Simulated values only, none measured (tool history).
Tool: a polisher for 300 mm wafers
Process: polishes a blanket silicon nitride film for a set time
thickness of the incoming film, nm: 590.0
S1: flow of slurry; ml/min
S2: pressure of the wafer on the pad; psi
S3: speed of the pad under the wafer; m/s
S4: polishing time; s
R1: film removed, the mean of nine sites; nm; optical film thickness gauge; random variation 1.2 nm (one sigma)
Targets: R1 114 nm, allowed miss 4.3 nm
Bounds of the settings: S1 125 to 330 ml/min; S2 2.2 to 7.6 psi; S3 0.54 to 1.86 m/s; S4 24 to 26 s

run	hour	S1	S2	S3	S4	R1
1	0	210	4.9	1.18	26	88.912
2	1.2	210	4.9	1.18	24	79.134
3	9.6	210	5.1	1.18	24	82.871
4	17.1	210	5.5	1.18	24	90.302
5	19.4	210	5.6	1.18	24	90.283
6	20.1	210	5.8	1.18	24	93.315
7	26	210	5.9	1.18	24	94.453
8	28	210	6	1.18	24	94.488
9	30.7	210	6.1	1.18	24	94.544
10	34.6	210	6.3	1.18	24	97.048

5 next moves are on the table. One of them brings every result within its allowed miss. Which?
A	38.5	260	5.4	1.42	26	?
B	38.5	250	5.9	0.94	24	?
C	38.5	255	5.8	1.02	24	?
D	38.5	195	5.1	1.02	24	?
E	38.5	220	5.7	1.16	24	?

move	R1
A	113.76
B	81.072
C	85.465
D	74.318
E	91.837
A: meets every target
B: further off than the last run
C: further off than the last run
D: further off than the last run
E: further off than the last run
Move A is the one to make.
